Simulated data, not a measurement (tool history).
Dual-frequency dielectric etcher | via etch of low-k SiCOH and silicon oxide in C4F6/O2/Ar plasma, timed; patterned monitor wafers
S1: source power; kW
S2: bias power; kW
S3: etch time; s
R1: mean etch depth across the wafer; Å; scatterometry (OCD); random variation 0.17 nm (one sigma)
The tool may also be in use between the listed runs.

run	hour	S1	S2	S3	R1
1	0	0.46	0.253	26	759.75
2	8.7	0.54	0.253	26	826.72
3	14.4	0.46	0.221	25.5	717.29
4	18	0.46	0.182	25.5	677.64
5	25.8	0.46	0.199	25.5	691.64
6	34.5	0.4	0.184	25	606.8
7	41.6	0.37	0.183	25	573.06
8	48.2	0.35	0.183	25	551.27
9	53.8	0.29	0.181	25	469.57

Run 10 comes next. What will it give?
10	55.9	0.3	0.181	25	?

Run 10 gave R1 480.84 Å.
